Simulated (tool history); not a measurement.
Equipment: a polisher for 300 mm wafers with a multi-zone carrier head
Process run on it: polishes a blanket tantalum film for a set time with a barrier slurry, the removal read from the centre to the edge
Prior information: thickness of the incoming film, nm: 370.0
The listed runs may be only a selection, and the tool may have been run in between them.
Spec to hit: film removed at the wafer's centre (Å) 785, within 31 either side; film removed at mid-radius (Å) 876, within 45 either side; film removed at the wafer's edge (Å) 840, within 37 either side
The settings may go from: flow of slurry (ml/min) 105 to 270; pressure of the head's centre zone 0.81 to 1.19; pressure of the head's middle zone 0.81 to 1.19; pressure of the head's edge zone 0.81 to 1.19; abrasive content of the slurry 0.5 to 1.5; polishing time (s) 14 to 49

| run | day | flow of slurry (ml/min) | pressure of the head's centre zone | pressure of the head's middle zone | pressure of the head's edge zone | abrasive content of the slurry | polishing time (s) | film removed at the wafer's centre (Å) | film removed at mid-radius (Å) | film removed at the wafer's edge (Å) |
|---|---|---|---|---|---|---|---|---|---|---|
| 1 | 0 | 175 | 1 | 1 | 1 | 1 | 31 | 629.56 | 674.26 | 641.75 |
| 2 | 0.05 | 175 | 1 | 1 | 0.95 | 1 | 31 | 623.54 | 661.98 | 632.94 |
| 3 | 0.229 | 175 | 0.99 | 1 | 0.97 | 1.1 | 32 | 655.62 | 706.13 | 679.68 |
| 4 | 0.579 | 175 | 1.02 | 1 | 0.97 | 1.1 | 32 | 684.68 | 710.93 | 684.33 |
| 5 | 0.667 | 175 | 1.1 | 1 | 0.97 | 1.1 | 32 | 716.97 | 707.08 | 664.77 |
| 6 | 0.892 | 180 | 1.08 | 1.01 | 0.99 | 1.2 | 32 | 730.68 | 731.21 | 704.13 |
| 7 | 1.221 | 185 | 1.07 | 1.03 | 1.01 | 1.25 | 32 | 731.28 | 746.73 | 715.17 |
|  | 1.562 | centre zone pressure recalibrated |
| 8 | 1.562 | 185 | 1.06 | 1.04 | 1.02 | 1.3 | 32 | 770.65 | 766.66 | 714.18 |
| 9 | 1.804 | 185 | 1.02 | 1.04 | 1.02 | 1.35 | 33 | 785.1 | 789.93 | 747.41 |

Of the 4 settings listed for the next run, only one would bring every result within its allowed miss of target. Which one?
| A | 2.046 | 175 | 0.97 | 0.81 | 1.1 | 1.45 | 34 | ? | ? | ? |
| B | 2.046 | 205 | 0.88 | 1.11 | 0.94 | 0.85 | 43 | ? | ? | ? |
| C | 2.046 | 155 | 1 | 1.13 | 0.98 | 1.35 | 35 | ? | ? | ? |
| D | 2.046 | 170 | 0.92 | 1.03 | 1.01 | 1.15 | 39 | ? | ? | ? |

| move | film removed at the wafer's centre (Å) | film removed at mid-radius (Å) | film removed at the wafer's edge (Å) |
|---|---|---|---|
| A | 767.37 | 699.44 | 800.67 |
| B | 787.25 | 974.8 | 820.04 |
| C | 780 | 873.92 | 750.34 |
| D | 788 | 890.52 | 826.3 |
A: misses by more than the last run did
B: brings the last run's worst result on target, with another outside its allowed miss
C: just as far off the targets as the last run
D: all results in spec
Move D is the one to make.
